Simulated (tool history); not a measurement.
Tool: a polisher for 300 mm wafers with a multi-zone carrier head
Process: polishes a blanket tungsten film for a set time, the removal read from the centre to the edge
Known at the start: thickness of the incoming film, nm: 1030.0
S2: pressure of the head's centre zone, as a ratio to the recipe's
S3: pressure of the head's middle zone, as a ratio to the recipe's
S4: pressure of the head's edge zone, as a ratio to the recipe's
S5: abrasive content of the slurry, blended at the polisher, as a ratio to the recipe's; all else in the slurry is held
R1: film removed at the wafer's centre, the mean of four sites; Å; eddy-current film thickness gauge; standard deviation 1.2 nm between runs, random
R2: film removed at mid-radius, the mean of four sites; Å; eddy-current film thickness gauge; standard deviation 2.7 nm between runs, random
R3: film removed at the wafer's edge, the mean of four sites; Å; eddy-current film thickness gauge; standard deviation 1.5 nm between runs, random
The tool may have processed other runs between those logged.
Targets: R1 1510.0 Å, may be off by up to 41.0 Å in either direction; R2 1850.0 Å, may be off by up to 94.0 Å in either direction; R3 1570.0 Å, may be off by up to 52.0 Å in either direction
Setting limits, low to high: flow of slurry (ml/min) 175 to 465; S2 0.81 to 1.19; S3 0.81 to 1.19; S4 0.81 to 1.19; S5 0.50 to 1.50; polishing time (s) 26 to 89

{"run": 1, "hour": 0.0, "flow of slurry (ml/min)": 295, "S2": 1.0, "S3": 1.0, "S4": 1.0, "S5": 1.0, "polishing time (s)": 57, "R1": 2054.0, "R2": 2171.3, "R3": 2030.1}
{"run": 2, "hour": 3.4, "flow of slurry (ml/min)": 295, "S2": 1.0, "S3": 1.0, "S4": 1.06, "S5": 1.0, "polishing time (s)": 57, "R1": 2085.9, "R2": 2098.9, "R3": 2089.4}
{"run": 3, "hour": 5.5, "flow of slurry (ml/min)": 295, "S2": 0.99, "S3": 1.0, "S4": 1.04, "S5": 0.95, "polishing time (s)": 57, "R1": 2010.6, "R2": 2126.9, "R3": 2065.9}
{"run": 4, "hour": 11.7, "flow of slurry (ml/min)": 340, "S2": 0.99, "S3": 1.0, "S4": 1.04, "S5": 0.95, "polishing time (s)": 57, "R1": 2025.1, "R2": 2077.4, "R3": 2070.3}
{"run": 5, "hour": 20.6, "flow of slurry (ml/min)": 300, "S2": 0.99, "S3": 1.0, "S4": 1.04, "S5": 0.95, "polishing time (s)": 57, "R1": 2022.8, "R2": 2105.4, "R3": 2055.5}
{"run": 6, "hour": 27.3, "flow of slurry (ml/min)": 295, "S2": 0.99, "S3": 1.0, "S4": 1.02, "S5": 0.9, "polishing time (s)": 56, "R1": 1937.8, "R2": 1986.4, "R3": 1962.6}
{"run": 7, "hour": 27.9, "flow of slurry (ml/min)": 290, "S2": 0.98, "S3": 1.01, "S4": 1.0, "S5": 0.85, "polishing time (s)": 56, "R1": 1889.3, "R2": 1922.4, "R3": 1870.8}
{"run": 8, "hour": 29.3, "flow of slurry (ml/min)": 290, "S2": 0.96, "S3": 1.02, "S4": 0.99, "S5": 0.85, "polishing time (s)": 56, "R1": 1840.8, "R2": 2029.3, "R3": 1880.0}
{"run": 9, "hour": 35.5, "flow of slurry (ml/min)": 275, "S2": 0.89, "S3": 0.98, "S4": 0.89, "S5": 0.6, "polishing time (s)": 53, "R1": 1377.7, "R2": 1622.8, "R3": 1481.9}

5 next moves are on the table. One of them brings every result within its allowed miss. Which?
{"run": "A", "hour": 41.7, "flow of slurry (ml/min)": 215, "S2": 0.9, "S3": 1.08, "S4": 0.89, "S5": 0.8, "polishing time (s)": 51, "R1": "?", "R2": "?", "R3": "?"}
{"run": "B", "hour": 41.7, "flow of slurry (ml/min)": 270, "S2": 0.94, "S3": 0.91, "S4": 1.02, "S5": 0.55, "polishing time (s)": 55, "R1": "?", "R2": "?", "R3": "?"}
{"run": "C", "hour": 41.7, "flow of slurry (ml/min)": 255, "S2": 0.9, "S3": 0.88, "S4": 0.85, "S5": 0.55, "polishing time (s)": 62, "R1": "?", "R2": "?", "R3": "?"}
{"run": "D", "hour": 41.7, "flow of slurry (ml/min)": 280, "S2": 0.88, "S3": 0.85, "S4": 1.0, "S5": 0.5, "polishing time (s)": 61, "R1": "?", "R2": "?", "R3": "?"}
{"run": "E", "hour": 41.7, "flow of slurry (ml/min)": 265, "S2": 0.98, "S3": 1.02, "S4": 0.84, "S5": 0.8, "polishing time (s)": 46, "R1": "?", "R2": "?", "R3": "?"}

move=A R1=1511.1 R2=1867.8 R3=1576.9
move=B R1=1460.4 R2=1494.2 R3=1553.2
move=C R1=1569.2 R2=1633.3 R3=1604.5
move=D R1=1438.8 R2=1487.9 R3=1620.6
move=E R1=1505.8 R2=1624.8 R3=1400.3
A: hits every target within its allowed miss
B: moves away from the targets compared with the last run
C: carries the result that was furthest off beyond its target, to the other side
D: moves away from the targets compared with the last run
E: brings the last run's worst result on target, with another outside its allowed miss
The move that meets every target is A.

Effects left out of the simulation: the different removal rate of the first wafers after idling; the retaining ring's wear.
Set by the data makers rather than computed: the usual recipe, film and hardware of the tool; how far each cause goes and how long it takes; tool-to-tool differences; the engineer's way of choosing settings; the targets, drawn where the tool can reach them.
